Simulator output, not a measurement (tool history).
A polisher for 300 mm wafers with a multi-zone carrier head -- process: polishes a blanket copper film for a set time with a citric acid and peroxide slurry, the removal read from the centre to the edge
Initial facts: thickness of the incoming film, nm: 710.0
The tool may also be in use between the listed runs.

run  hour  flow of slurry (ml/min)  pressure of the head's centre zone  pressure of the head's middle zone  pressure of the head's edge zone  abrasive content of the slurry  polishing time (s)  film removed at the wafer's centre (Å)  film removed at mid-radius (Å)  film removed at the wafer's edge (Å)
  1   0.0                      195                                1.00                                1.00                              1.00                            1.00                  35                                  624.61                          589.56                                629.99
  2   0.7                      190                                1.02                                1.02                              0.95                            0.90                  35                                  628.04                          600.46                                589.96
  3   7.7                      190                                1.02                                0.97                              0.95                            0.90                  35                                  610.54                          566.74                                584.87
  4  11.7                      185                                1.03                                0.97                              0.92                            0.85                  35                                  619.52                          576.66                                571.50
  5  16.8                      185                                1.03                                0.97                              0.92                            1.00                  35                                  652.23                          583.29                                598.51
  6  21.2                      205                                1.03                                0.97                              0.92                            1.00                  35                                  676.62                          589.01                                592.67
  7  22.6                      200                                1.03                                0.96                              0.89                            0.95                  35                                  645.49                          568.52                                598.69

Predict the results of run 8:
  8  30.6                      185                                1.05                                0.97                              0.89                            0.85                  35                                       ?                               ?                                     ?

{"run 8": {"film removed at the wafer's centre (Å)": 635.59, "film removed at mid-radius (Å)": 554.95, "film removed at the wafer's edge (Å)": 564.49}}
